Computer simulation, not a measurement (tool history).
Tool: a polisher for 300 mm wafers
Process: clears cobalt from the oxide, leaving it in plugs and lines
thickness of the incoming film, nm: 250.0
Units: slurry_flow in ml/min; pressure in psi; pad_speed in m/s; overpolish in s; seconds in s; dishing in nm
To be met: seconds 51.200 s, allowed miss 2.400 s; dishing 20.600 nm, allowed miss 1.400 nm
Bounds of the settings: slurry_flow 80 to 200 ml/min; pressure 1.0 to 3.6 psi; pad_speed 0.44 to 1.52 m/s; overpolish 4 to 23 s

| run | day | slurry_flow | pressure | pad_speed | overpolish | seconds | dishing |
|---|---|---|---|---|---|---|---|
| 1 | 0.000 | 130 | 2.3 | 0.98 | 12 | 53.521 | 33.504 |
| 2 | 0.333 | 130 | 2.9 | 0.98 | 12 | 44.831 | 38.264 |
| 3 | 0.567 | 130 | 2.9 | 0.98 | 14 | 44.103 | 38.945 |
| 4 | 0.850 | 160 | 2.9 | 0.98 | 14 | 42.916 | 41.169 |
| 5 | 1.104 | 160 | 2.9 | 0.74 | 14 | 56.552 | 36.434 |
| 6 | 1.158 | 160 | 2.9 | 0.74 | 18 | 55.262 | 41.495 |
| 7 | 1.446 | 150 | 2.8 | 0.78 | 16 | 56.346 | 38.248 |
| 8 | 1.758 | 185 | 3.1 | 0.64 | 10 | 57.564 | 30.232 |
| 9 | 2.021 | 185 | 3.1 | 0.64 | 9 | 58.915 | 27.893 |
| 10 | 2.296 | 185 | 3.5 | 0.66 | 4 | 50.874 | 17.510 |

Which of these 5 next moves meets every target?
| A | 2.571 | 155 | 3.2 | 0.82 | 4 | ? | ? |
| B | 2.571 | 195 | 3.6 | 0.64 | 5 | ? | ? |
| C | 2.571 | 175 | 3.6 | 0.70 | 4 | ? | ? |
| D | 2.571 | 200 | 3.4 | 0.74 | 4 | ? | ? |
| E | 2.571 | 175 | 3.6 | 0.72 | 4 | ? | ? |

| move | seconds | dishing |
|---|---|---|
| A | 47.045 | 18.420 |
| B | 51.639 | 20.347 |
| C | 48.166 | 18.088 |
| D | 47.197 | 18.377 |
| E | 46.882 | 18.471 |
A: nearer than the last run, and not there yet
B: meets every target
C: nearer than the last run, and not there yet
D: nearer than the last run, and not there yet
E: nearer than the last run, and not there yet
The right move is B.

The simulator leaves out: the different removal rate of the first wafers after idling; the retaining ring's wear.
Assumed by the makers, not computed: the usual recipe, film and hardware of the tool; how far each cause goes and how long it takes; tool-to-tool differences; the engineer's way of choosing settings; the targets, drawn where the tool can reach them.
